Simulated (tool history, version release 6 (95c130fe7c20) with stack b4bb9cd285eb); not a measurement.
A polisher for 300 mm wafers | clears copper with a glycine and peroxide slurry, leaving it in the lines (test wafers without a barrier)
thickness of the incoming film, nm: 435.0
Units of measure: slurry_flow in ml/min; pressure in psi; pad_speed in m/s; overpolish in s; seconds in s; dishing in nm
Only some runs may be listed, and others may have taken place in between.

run,hour,slurry_flow,pressure,pad_speed,overpolish,seconds,dishing
1,0,290,1.8,1.06,24,85.843,59.619
2,6.4,290,2,1.08,21,77.868,57.903
3,14.2,350,2,1.08,21,77.934,56.713
4,20.8,280,2,1.08,21,78.53,58.328
5,23.8,215,2,1.08,21,80.694,57.584
6,28.8,215,2,0.88,21,95.89,51.039
7,35.4,220,2.2,0.94,19,83.961,51.483
8,36.9,220,2.3,1,18,81.216,50.92
9,43.9,225,2.4,1.08,17,72.617,54.227
10,49.3,230,2.5,1.14,16,65.683,54.288

Run 11, settings as shown, results not yet in. Your forecast:
11,50.4,230,2.5,1.14,16,?,?

{"run 11": {"seconds": 67.709, "dishing": 54.303}}
